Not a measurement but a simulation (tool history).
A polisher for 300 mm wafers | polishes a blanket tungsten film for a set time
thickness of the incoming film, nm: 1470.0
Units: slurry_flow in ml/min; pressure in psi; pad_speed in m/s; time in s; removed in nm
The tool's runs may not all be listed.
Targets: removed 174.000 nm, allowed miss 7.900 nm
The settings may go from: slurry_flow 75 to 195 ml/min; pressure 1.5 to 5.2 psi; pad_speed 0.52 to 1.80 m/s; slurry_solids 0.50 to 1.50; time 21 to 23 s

Run 1, hour 0.0: slurry_flow 125 ml/min, pressure 3.3 psi, pad_speed 1.16 m/s, slurry_solids 1.00, time 23 s. Result: removed 111.330 nm.
Run 2, hour 5.6: slurry_flow 145 ml/min, pressure 3.3 psi, pad_speed 1.16 m/s, slurry_solids 1.00, time 23 s. Result: removed 114.340 nm.
Run 3, hour 13.3: slurry_flow 145 ml/min, pressure 3.5 psi, pad_speed 1.16 m/s, slurry_solids 1.00, time 23 s. Result: removed 124.400 nm.
Run 4, hour 19.0: slurry_flow 145 ml/min, pressure 2.6 psi, pad_speed 1.16 m/s, slurry_solids 1.00, time 23 s. Result: removed 91.263 nm.
Run 5, hour 23.3: slurry_flow 145 ml/min, pressure 2.9 psi, pad_speed 1.16 m/s, slurry_solids 1.00, time 23 s. Result: removed 102.240 nm.
Run 6, hour 23.9: slurry_flow 145 ml/min, pressure 2.9 psi, pad_speed 1.16 m/s, slurry_solids 1.15, time 23 s. Result: removed 107.070 nm.
Run 7, hour 29.4: slurry_flow 145 ml/min, pressure 3.1 psi, pad_speed 1.16 m/s, slurry_solids 1.15, time 23 s. Result: removed 113.320 nm.
Run 8, hour 36.5: slurry_flow 155 ml/min, pressure 4.1 psi, pad_speed 1.20 m/s, slurry_solids 1.15, time 23 s. Result: removed 153.460 nm.
Run 9, hour 44.4: slurry_flow 155 ml/min, pressure 4.2 psi, pad_speed 1.20 m/s, slurry_solids 1.15, time 23 s. Result: removed 156.040 nm.
Run 10, hour 48.8: slurry_flow 155 ml/min, pressure 4.3 psi, pad_speed 1.20 m/s, slurry_solids 1.15, time 23 s. Result: removed 163.420 nm.

Which of these 4 next moves meets every target?
Run A, hour 53.2: slurry_flow 150 ml/min, pressure 4.2 psi, pad_speed 1.36 m/s, slurry_solids 1.05, time 21 s. Result: removed ?.
Run B, hour 53.2: slurry_flow 170 ml/min, pressure 4.8 psi, pad_speed 1.18 m/s, slurry_solids 1.05, time 21 s. Result: removed ?.
Run C, hour 53.2: slurry_flow 155 ml/min, pressure 4.6 psi, pad_speed 1.18 m/s, slurry_solids 1.20, time 23 s. Result: removed ?.
Run D, hour 53.2: slurry_flow 190 ml/min, pressure 4.0 psi, pad_speed 1.16 m/s, slurry_solids 1.25, time 21 s. Result: removed ?.

move  removed
   A  154.450
   B  158.500
   C  168.310
   D  137.320
A: further off than the last run
B: further off than the last run
C: meets every target
D: further off than the last run
Answer: C

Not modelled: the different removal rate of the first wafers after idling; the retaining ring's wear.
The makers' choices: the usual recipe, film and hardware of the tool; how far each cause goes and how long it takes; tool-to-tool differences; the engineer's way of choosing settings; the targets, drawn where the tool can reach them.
